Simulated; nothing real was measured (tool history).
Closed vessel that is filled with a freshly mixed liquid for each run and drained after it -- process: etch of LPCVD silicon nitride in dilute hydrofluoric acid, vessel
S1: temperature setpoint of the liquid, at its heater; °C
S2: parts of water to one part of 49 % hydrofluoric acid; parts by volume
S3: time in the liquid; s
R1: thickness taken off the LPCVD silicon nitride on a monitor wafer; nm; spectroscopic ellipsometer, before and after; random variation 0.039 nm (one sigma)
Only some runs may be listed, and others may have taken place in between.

Run 1, hour 0: S1 23 °C, S2 160 parts by volume, S3 2665 s. Result: R1 7.8315 nm.
Run 2, hour 6.9: S1 23 °C, S2 105 parts by volume, S3 2665 s. Result: R1 11.822 nm.
Run 3, hour 11.8: S1 23 °C, S2 65 parts by volume, S3 2665 s. Result: R1 18.999 nm.
Run 4, hour 21.6: S1 25 °C, S2 65 parts by volume, S3 2665 s. Result: R1 21.62 nm.
Run 5, hour 25.7: S1 25 °C, S2 95 parts by volume, S3 2665 s. Result: R1 14.85 nm.
Run 6, hour 34.6: S1 23.5 °C, S2 110 parts by volume, S3 2665 s. Result: R1 11.606 nm.
Run 7, hour 41.5: S1 22 °C, S2 115 parts by volume, S3 2665 s. Result: R1 10.23 nm.
Run 8, hour 48: S1 21 °C, S2 120 parts by volume, S3 2665 s. Result: R1 8.9916 nm.
Run 9, hour 55.3: S1 20 °C, S2 125 parts by volume, S3 2665 s. Result: R1 8.1522 nm.
Run 10, hour 58.1: S1 19.5 °C, S2 130 parts by volume, S3 2665 s. Result: R1 7.6013 nm.
Run 11, hour 67.5: S1 19 °C, S2 130 parts by volume, S3 2665 s. Result: R1 7.2917 nm.
Run 12, hour 69.2: S1 18.5 °C, S2 130 parts by volume, S3 2665 s. Result: R1 7.0457 nm.
Run 13, hour 76.1: S1 18 °C, S2 130 parts by volume, S3 2665 s. Result: R1 6.7482 nm.

What does the tool deliver on the next run?
Run 14, hour 83.1: S1 17.5 °C, S2 135 parts by volume, S3 2665 s. Result: R1 ?.

{"run 14": {"R1": 6.4075}}
